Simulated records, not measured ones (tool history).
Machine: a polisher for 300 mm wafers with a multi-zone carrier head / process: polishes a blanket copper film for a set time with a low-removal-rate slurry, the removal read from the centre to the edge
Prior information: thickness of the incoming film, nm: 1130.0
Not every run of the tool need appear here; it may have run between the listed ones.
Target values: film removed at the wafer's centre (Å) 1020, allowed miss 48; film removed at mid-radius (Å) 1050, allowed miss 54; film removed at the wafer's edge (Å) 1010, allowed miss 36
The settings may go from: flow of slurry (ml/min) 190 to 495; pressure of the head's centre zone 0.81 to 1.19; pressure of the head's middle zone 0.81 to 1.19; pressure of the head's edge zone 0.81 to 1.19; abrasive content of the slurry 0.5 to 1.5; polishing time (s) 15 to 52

run  hour  flow of slurry (ml/min)  pressure of the head's centre zone  pressure of the head's middle zone  pressure of the head's edge zone  abrasive content of the slurry  polishing time (s)  film removed at the wafer's centre (Å)  film removed at mid-radius (Å)  film removed at the wafer's edge (Å)
  1     0                      320                                   1                                   1                                 1                               1                  33                                  827.33                          823.72                                832.44
  2   5.5                      320                                1.01                                1.02                              1.02                             1.1                  33                                  856.25                          866.49                                851.32
  3   7.7                      320                                1.01                                1.02                              1.04                             1.2                  34                                  918.44                          920.39                                938.61
  4  12.2                      320                                1.02                                1.04                              1.05                            1.25                  34                                  918.54                          929.69                                943.07
  5  18.3                      270                                1.02                                1.04                              1.05                            1.25                  34                                  934.42                           903.8                                932.89
  6  18.8                      270                                1.02                                1.04                              0.98                            1.25                  34                                   920.4                           906.8                                898.39
  7    22                      280                                1.03                                1.06                                 1                             1.3                  34                                  928.68                          943.97                                901.18
  8  22.7                      285                                1.04                                1.07                              1.02                            1.35                  34                                  935.25                          953.64                                944.56
  9  24.1                      285                                1.06                                1.08                              1.02                             1.4                  34                                  999.06                          993.36                                940.33
 10  29.6                      290                                1.06                                1.08                              1.03                             1.4                  34                                   988.8                          1007.5                                 936.4
 11  31.9                      290                                1.06                                1.08                              1.04                             1.4                  34                                  1014.1                          988.05                                939.16
 12  34.2                      295                                1.05                                1.09                              1.05                             1.4                  34                                  1008.1                          1022.5                                 951.6

Of the 4 settings listed for the next run, only one would bring every result within its allowed miss of target. Which one?
  A  36.5                      305                                1.11                                1.07                                 1                             1.5                  32                                       ?                               ?                                     ?
  B  36.5                      315                                1.02                                1.07                              1.02                            1.45                  36                                       ?                               ?                                     ?
  C  36.5                      290                                1.06                                1.12                              1.04                             1.5                  33                                       ?                               ?                                     ?
  D  36.5                      275                                1.03                                   1                              1.04                            1.45                  35                                       ?                               ?                                     ?

move  film removed at the wafer's centre (Å)  film removed at mid-radius (Å)  film removed at the wafer's edge (Å)
   A                                  1005.6                          940.13                                904.62
   B                                  1034.1                          1050.8                                  1018
   C                                  987.06                          1004.4                                944.02
   D                                  1002.5                          954.17                                990.16
A: its largest miss is bigger than the last run's
B: every result lands within tolerance
C: its largest miss is bigger than the last run's
D: gets the furthest-off result to its target, but another result is out of tolerance
The move that meets every target is B.

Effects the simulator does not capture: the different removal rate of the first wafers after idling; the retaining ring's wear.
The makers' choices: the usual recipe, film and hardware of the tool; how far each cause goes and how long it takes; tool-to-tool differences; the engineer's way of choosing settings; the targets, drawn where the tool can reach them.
